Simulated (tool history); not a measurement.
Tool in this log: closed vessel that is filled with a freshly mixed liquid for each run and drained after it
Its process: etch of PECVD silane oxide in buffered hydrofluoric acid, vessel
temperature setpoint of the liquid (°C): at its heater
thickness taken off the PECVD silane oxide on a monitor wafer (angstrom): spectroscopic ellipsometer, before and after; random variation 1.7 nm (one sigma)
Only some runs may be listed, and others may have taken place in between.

run  hour  temperature setpoint of the liquid (°C)  parts of 40 % ammonium fluoride to one part of 49 % hydrofluoric acid (parts by volume)  time in the liquid (s)  thickness taken off the PECVD silane oxide on a monitor wafer (angstrom)
  1     0                                       20                                                                                       18                     105                                                                    1575.3
  2   6.6                                     22.5                                                                                       18                     105                                                                    1813.9
  3  11.9                                     22.5                                                                                       16                     105                                                                    2042.3
  4  19.1                                       20                                                                                       16                     105                                                                    1784.8
  5  21.6                                       22                                                                                       16                     105                                                                    1988.7
  6    23                                       19                                                                                       16                     105                                                                    1660.8
  7    25                                       21                                                                                       16                     105                                                                    1855.6
  8    32                                     22.5                                                                                       16                     105                                                                    2039.5

For run 9, what comes out?
  9  35.4                                     23.5                                                                                       16                     105                                                                         ?

thickness taken off the PECVD silane oxide on a monitor wafer (angstrom): 2159.3
